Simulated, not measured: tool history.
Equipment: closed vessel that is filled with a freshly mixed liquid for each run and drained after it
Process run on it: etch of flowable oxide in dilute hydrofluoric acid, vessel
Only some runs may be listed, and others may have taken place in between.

| run | hour | temperature setpoint of the liquid (K) | parts of water to one part of 49 % hydrofluoric acid (parts by volume) | time in the liquid (s) | thickness taken off the flowable oxide on a monitor wafer (nm) |
|---|---|---|---|---|---|
| 1 | 0.0 | 297.15 | 175 | 30 | 6.1211 |
| 2 | 2.8 | 294.65 | 175 | 30 | 5.5572 |
| 3 | 9.2 | 294.65 | 225 | 30 | 4.1036 |
| 4 | 10.9 | 296.65 | 225 | 30 | 4.3862 |
| 5 | 11.8 | 296.65 | 225 | 30 | 4.3530 |
| 6 | 18.8 | 296.65 | 225 | 30 | 4.3869 |
| 7 | 21.5 | 297.15 | 225 | 30 | 4.4241 |
| 8 | 29.1 | 297.65 | 225 | 30 | 4.5273 |
| 9 | 30.5 | 297.65 | 225 | 30 | 4.6161 |

Estimate the outcome of run 10 from the log above:
| 10 | 38.5 | 298.15 | 225 | 30 | ? |

thickness taken off the flowable oxide on a monitor wafer (nm): 4.6249
